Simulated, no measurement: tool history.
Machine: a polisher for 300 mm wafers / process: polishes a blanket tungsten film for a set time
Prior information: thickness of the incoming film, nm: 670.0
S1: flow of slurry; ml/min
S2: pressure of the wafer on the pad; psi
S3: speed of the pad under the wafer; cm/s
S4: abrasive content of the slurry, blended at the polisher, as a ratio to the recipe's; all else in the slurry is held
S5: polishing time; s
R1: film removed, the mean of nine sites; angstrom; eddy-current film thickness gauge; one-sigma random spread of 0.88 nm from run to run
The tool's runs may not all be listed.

run,day,S1,S2,S3,S4,S5,R1
1,0.000,245,3.1,122,1.00,35,1595.40
2,0.308,295,3.1,122,1.00,35,1622.60
3,0.596,295,3.1,122,0.85,35,1557.80
4,0.896,295,2.7,112,0.85,35,1263.50
5,1.050,295,2.4,104,0.85,35,1056.80
6,1.312,295,2.2,100,0.85,35,950.43

For run 7, what comes out?
7,1.375,295,2.0,96,0.85,35,?

Logged for run 7: R1 835.71 angstrom.

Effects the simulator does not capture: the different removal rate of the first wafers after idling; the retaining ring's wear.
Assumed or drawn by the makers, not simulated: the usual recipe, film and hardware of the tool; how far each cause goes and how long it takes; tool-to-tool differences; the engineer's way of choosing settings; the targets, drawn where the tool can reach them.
